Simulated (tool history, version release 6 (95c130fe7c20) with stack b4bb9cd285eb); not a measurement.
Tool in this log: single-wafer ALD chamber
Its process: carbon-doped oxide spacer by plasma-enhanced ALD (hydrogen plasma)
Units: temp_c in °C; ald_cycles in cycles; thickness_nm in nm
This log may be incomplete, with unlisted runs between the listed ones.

run  hour  temp_c  ald_cycles  thickness_nm
  1   0.0     425         377        15.974
  2   2.5     423         391        16.621
  3   4.1     423         426        18.078
  4  11.2     423         444        18.878
  5  14.3     431         444        18.330
  6  23.6     431         422        17.466

Run 7, settings as shown, results not yet in. Your forecast:
  7  32.0     428         430             ?

Run 7 came out at thickness_nm 18.071 nm.
